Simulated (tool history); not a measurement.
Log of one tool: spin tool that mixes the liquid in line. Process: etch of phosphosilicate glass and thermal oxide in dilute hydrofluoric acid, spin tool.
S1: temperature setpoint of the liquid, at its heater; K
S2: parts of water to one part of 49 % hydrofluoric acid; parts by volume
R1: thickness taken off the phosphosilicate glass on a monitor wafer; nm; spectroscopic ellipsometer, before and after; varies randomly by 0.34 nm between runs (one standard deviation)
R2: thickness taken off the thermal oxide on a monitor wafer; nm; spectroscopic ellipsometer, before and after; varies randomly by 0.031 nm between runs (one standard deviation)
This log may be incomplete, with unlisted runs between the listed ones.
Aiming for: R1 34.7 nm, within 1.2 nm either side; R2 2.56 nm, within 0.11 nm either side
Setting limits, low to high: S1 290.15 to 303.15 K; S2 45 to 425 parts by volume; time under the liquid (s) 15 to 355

{"run": 1, "hour": 0.0, "S1": 295.15, "S2": 235, "time under the liquid (s)": 180, "R1": 45.987, "R2": 3.3372}
{"run": 2, "hour": 3.9, "S1": 294.15, "S2": 240, "time under the liquid (s)": 180, "R1": 42.44, "R2": 3.131}
{"run": 3, "hour": 12.1, "S1": 294.15, "S2": 165, "time under the liquid (s)": 180, "R1": 66.001, "R2": 4.8576}
{"run": 4, "hour": 17.3, "S1": 293.65, "S2": 185, "time under the liquid (s)": 180, "R1": 56.192, "R2": 4.0941}
{"run": 5, "hour": 19.0, "S1": 293.15, "S2": 195, "time under the liquid (s)": 180, "R1": 51.842, "R2": 3.8191}
{"run": 6, "hour": 26.8, "S1": 292.65, "S2": 205, "time under the liquid (s)": 180, "R1": 48.591, "R2": 3.6089}
{"run": 7, "hour": 31.6, "S1": 292.15, "S2": 215, "time under the liquid (s)": 180, "R1": 44.331, "R2": 3.3666}
{"run": 8, "hour": 33.4, "S1": 292.15, "S2": 225, "time under the liquid (s)": 180, "R1": 42.262, "R2": 3.1444}
{"run": 9, "hour": 39.4, "S1": 292.15, "S2": 230, "time under the liquid (s)": 180, "R1": 40.752, "R2": 3.0128}
{"run": 10, "hour": 40.8, "S1": 291.65, "S2": 235, "time under the liquid (s)": 180, "R1": 39.809, "R2": 2.9019}
{"run": 11, "hour": 48.4, "S1": 291.65, "S2": 240, "time under the liquid (s)": 180, "R1": 38.625, "R2": 2.7842}
{"run": 12, "hour": 56.4, "S1": 291.15, "S2": 245, "time under the liquid (s)": 180, "R1": 36.319, "R2": 2.7093}

Exercise: of the 4 proposed moves below, exactly one satisfies all targets within the stated allowed misses. Which move is it?
{"run": "A", "hour": 64.4, "S1": 293.65, "S2": 240, "time under the liquid (s)": 165, "R1": "?", "R2": "?"}
{"run": "B", "hour": 64.4, "S1": 291.65, "S2": 250, "time under the liquid (s)": 155, "R1": "?", "R2": "?"}
{"run": "C", "hour": 64.4, "S1": 291.65, "S2": 180, "time under the liquid (s)": 115, "R1": "?", "R2": "?"}
{"run": "D", "hour": 64.4, "S1": 293.15, "S2": 225, "time under the liquid (s)": 130, "R1": "?", "R2": "?"}

move=A R1=38.582 R2=2.7468
move=B R1=31.96 R2=2.2753
move=C R1=35.159 R2=2.503
move=D R1=32.277 R2=2.2978
A: further off than the last run
B: takes the biggest miss from the last run beyond its target
C: every result lands within tolerance
D: takes the biggest miss from the last run beyond its target
Move C is the one to make.
